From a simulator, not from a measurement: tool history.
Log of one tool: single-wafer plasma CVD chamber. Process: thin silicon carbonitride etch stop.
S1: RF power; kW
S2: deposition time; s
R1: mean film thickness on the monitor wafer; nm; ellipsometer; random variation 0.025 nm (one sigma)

run	day	S1	S2	R1
1	0.000	0.175	15.0	8.0535
2	0.162	0.165	13.7	7.2090
3	0.242	0.155	13.0	6.7077
4	0.342	0.155	14.4	7.2865
5	0.538	0.145	13.7	6.8562
6	0.842	0.140	13.1	6.4901
7	0.988	0.135	12.8	6.1987

The next listed run, before its measurement:
8	1.258	0.130	12.7	?

Run 8 gave R1 6.0598 nm.

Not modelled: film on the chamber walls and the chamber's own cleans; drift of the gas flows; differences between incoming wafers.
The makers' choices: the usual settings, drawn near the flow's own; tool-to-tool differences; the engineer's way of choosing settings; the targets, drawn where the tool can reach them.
